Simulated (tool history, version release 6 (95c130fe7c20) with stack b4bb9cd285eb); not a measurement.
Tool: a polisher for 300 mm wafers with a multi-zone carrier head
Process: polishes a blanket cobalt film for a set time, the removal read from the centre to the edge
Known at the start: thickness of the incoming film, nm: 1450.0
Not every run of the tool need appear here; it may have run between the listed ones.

run    day  flow of slurry (ml/min)  pressure of the head's centre zone  pressure of the head's middle zone  pressure of the head's edge zone  polishing time (s)  film removed at the wafer's centre (Å)  film removed at mid-radius (Å)  film removed at the wafer's edge (Å)
  1  0.000                      300                                1.00                                1.00                              1.00                  84                                  4089.1                          4241.9                                4171.6
  2  0.162                      300                                1.00                                0.92                              1.00                  84                                  4205.6                          3919.1                                4175.7
  3  0.258                      300                                1.00                                0.92                              0.98                  79                                  3931.7                          3688.0                                3895.7
  4  0.617                      300                                1.00                                0.92                              0.96                  75                                  3797.5                          3459.2                                3701.2
  5  0.792                      300                                1.00                                0.99                              0.96                  75                                  3705.0                          3673.3                                3692.3
  6  0.846                      300                                1.00                                0.99                              0.95                  71                                  3500.1                          3476.2                                3451.1
  7  1.021                      300                                1.00                                0.99                              0.94                  68                                  3417.3                          3343.7                                3204.0
  8  1.133                      300                                0.99                                0.98                              0.93                  66                                  3282.2                          3202.2                                3170.3
  9  1.271                      300                                0.99                                0.98                              0.92                  64                                  3157.3                          3166.1                                3030.4
 10  1.492                      300                                0.99                                0.97                              0.91                  63                                  3148.4                          3077.5                                3021.8
 11  1.646                      300                                0.99                                0.96                              0.90                  61                                  3013.9                          2879.3                                2860.6

The next listed run, before its measurement:
 12  1.783                      300                                0.99                                0.96                              0.89                  60                                       ?                               ?                                     ?

For run 12 the tool returned film removed at the wafer's centre (Å) 3006.7, film removed at mid-radius (Å) 2907.7, film removed at the wafer's edge (Å) 2849.3.
